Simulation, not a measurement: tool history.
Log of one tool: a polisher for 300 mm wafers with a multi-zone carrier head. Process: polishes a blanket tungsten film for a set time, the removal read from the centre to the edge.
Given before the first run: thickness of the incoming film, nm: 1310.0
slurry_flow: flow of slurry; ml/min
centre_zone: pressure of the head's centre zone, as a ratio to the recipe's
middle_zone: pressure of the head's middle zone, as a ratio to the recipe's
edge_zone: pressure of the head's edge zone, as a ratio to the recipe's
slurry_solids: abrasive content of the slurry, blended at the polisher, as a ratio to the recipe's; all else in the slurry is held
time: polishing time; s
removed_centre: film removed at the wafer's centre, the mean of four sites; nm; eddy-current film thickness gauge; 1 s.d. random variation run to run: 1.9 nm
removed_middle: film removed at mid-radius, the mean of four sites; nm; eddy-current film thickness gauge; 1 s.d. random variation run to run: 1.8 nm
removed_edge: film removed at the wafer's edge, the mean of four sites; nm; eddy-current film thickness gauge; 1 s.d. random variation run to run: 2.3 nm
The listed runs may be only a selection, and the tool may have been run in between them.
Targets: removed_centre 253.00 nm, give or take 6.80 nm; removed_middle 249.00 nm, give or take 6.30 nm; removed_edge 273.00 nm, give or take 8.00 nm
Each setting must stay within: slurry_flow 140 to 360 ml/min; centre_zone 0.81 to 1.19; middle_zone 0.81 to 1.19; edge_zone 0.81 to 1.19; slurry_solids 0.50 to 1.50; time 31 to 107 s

run 1 hour=0.0 | slurry_flow=230 centre_zone=1.00 middle_zone=1.00 edge_zone=1.00 slurry_solids=1.00 time=69 | removed_centre=311.87 removed_middle=300.91 removed_edge=297.59
run 2 hour=3.5 | slurry_flow=220 centre_zone=0.98 middle_zone=0.98 edge_zone=0.99 slurry_solids=1.00 time=69 | removed_centre=306.31 removed_middle=293.52 removed_edge=298.60
run 3 hour=6.9 | slurry_flow=215 centre_zone=0.96 middle_zone=0.97 edge_zone=0.97 slurry_solids=0.95 time=69 | removed_centre=294.34 removed_middle=286.53 removed_edge=285.51
run 4 hour=13.3 | slurry_flow=215 centre_zone=0.96 middle_zone=0.97 edge_zone=0.97 slurry_solids=0.95 time=56 | removed_centre=237.57 removed_middle=231.50 removed_edge=234.24
run 5 hour=15.6 | slurry_flow=215 centre_zone=1.05 middle_zone=0.97 edge_zone=0.97 slurry_solids=0.95 time=56 | removed_centre=259.21 removed_middle=229.89 removed_edge=233.54
run 6 hour=17.8 | slurry_flow=215 centre_zone=1.05 middle_zone=1.03 edge_zone=0.97 slurry_solids=0.95 time=56 | removed_centre=257.98 removed_middle=240.99 removed_edge=233.90
run 7 hour=20.4 | slurry_flow=220 centre_zone=1.04 middle_zone=1.03 edge_zone=1.01 slurry_solids=0.95 time=56 | removed_centre=258.70 removed_middle=239.22 removed_edge=238.69
run 8 hour=21.4 | slurry_flow=225 centre_zone=1.02 middle_zone=1.03 edge_zone=1.04 slurry_solids=0.95 time=56 | removed_centre=253.80 removed_middle=241.10 removed_edge=243.52
run 9 hour=29.2 | slurry_flow=260 centre_zone=0.98 middle_zone=1.01 edge_zone=1.14 slurry_solids=1.05 time=56 | removed_centre=254.29 removed_middle=249.28 removed_edge=260.13

Exactly one of the 5 candidate moves below puts every result within its allowed miss. Which one?
run A hour=37.0 | slurry_flow=245 centre_zone=0.92 middle_zone=1.03 edge_zone=1.11 slurry_solids=1.05 time=56 | removed_centre=? removed_middle=? removed_edge=?
run B hour=37.0 | slurry_flow=220 centre_zone=0.96 middle_zone=0.95 edge_zone=1.18 slurry_solids=1.00 time=58 | removed_centre=? removed_middle=? removed_edge=?
run C hour=37.0 | slurry_flow=280 centre_zone=1.10 middle_zone=1.02 edge_zone=1.14 slurry_solids=1.15 time=51 | removed_centre=? removed_middle=? removed_edge=?
run D hour=37.0 | slurry_flow=250 centre_zone=0.93 middle_zone=1.01 edge_zone=1.14 slurry_solids=1.05 time=54 | removed_centre=? removed_middle=? removed_edge=?
run E hour=37.0 | slurry_flow=225 centre_zone=0.97 middle_zone=1.00 edge_zone=1.19 slurry_solids=0.90 time=60 | removed_centre=? removed_middle=? removed_edge=?

move=A removed_centre=235.95 removed_middle=254.23 removed_edge=260.28
move=B removed_centre=247.87 removed_middle=239.60 removed_edge=271.86
move=C removed_centre=268.63 removed_middle=239.23 removed_edge=249.83
move=D removed_centre=230.49 removed_middle=241.62 removed_edge=254.88
move=E removed_centre=250.89 removed_middle=250.25 removed_edge=273.02
A: further off than the last run
B: the furthest-off result lands on target, but another misses its tolerance
C: further off than the last run
D: further off than the last run
E: all results land within tolerance of their targets
Go with E: it meets all targets.

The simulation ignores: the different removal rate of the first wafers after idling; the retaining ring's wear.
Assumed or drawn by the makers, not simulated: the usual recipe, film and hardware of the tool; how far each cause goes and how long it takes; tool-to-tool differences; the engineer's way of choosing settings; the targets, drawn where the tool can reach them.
